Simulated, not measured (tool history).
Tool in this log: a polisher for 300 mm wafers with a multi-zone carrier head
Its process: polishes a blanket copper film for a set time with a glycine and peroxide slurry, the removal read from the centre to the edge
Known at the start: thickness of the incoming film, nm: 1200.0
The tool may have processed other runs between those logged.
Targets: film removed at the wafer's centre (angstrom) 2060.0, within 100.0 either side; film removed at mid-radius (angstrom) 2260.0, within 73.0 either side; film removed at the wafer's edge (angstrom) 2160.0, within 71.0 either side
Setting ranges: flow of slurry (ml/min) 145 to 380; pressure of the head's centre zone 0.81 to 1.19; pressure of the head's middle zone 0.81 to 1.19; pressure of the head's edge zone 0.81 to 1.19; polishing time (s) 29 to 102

run,hour,flow of slurry (ml/min),pressure of the head's centre zone,pressure of the head's middle zone,pressure of the head's edge zone,polishing time (s),film removed at the wafer's centre (angstrom),film removed at mid-radius (angstrom),film removed at the wafer's edge (angstrom)
1,0.0,245,1.00,1.00,1.00,65,2803.1,2694.6,2782.6
2,1.7,245,1.00,1.00,1.00,75,3216.7,3157.2,3241.9
3,9.5,245,1.00,1.05,1.00,75,3222.8,3208.7,3183.2
4,11.7,215,1.00,1.05,1.00,75,3142.9,3214.8,3156.5
5,17.1,215,1.00,1.05,0.97,75,3199.9,3219.2,3088.7
6,22.1,210,0.97,1.04,0.95,70,2910.8,2921.5,2875.9
7,24.4,210,0.97,1.04,0.95,70,2823.1,2956.3,2922.9
8,32.9,205,0.97,1.05,0.94,65,2683.9,2770.3,2633.4
9,38.8,185,0.87,0.97,0.85,54,1892.7,2075.5,2152.0
10,44.4,195,0.88,0.99,0.85,54,2002.3,2171.2,2110.2

5 next moves are on the table. One of them brings every result within its allowed miss. Which?
A,50.0,275,1.02,1.15,0.95,51,?,?,?
B,50.0,175,0.83,0.93,0.85,61,?,?,?
C,50.0,160,0.89,0.88,0.93,59,?,?,?
D,50.0,215,1.04,0.98,0.84,52,?,?,?
E,50.0,170,0.91,1.04,0.92,55,?,?,?

move,film removed at the wafer's centre (angstrom),film removed at mid-radius (angstrom),film removed at the wafer's edge (angstrom)
A,2239.7,2396.0,2148.9
B,2029.0,2236.9,2354.5
C,2055.3,2027.4,2320.1
D,2241.5,2063.1,2051.4
E,1988.5,2202.0,2170.0
A: moves the result that the last run missed by most past its target, out the other side
B: corrects the largest miss of the last run, while another result sits out of spec
C: the biggest miss grows against the last run
D: the biggest miss grows against the last run
E: each result inside its tolerance
The right move is E.
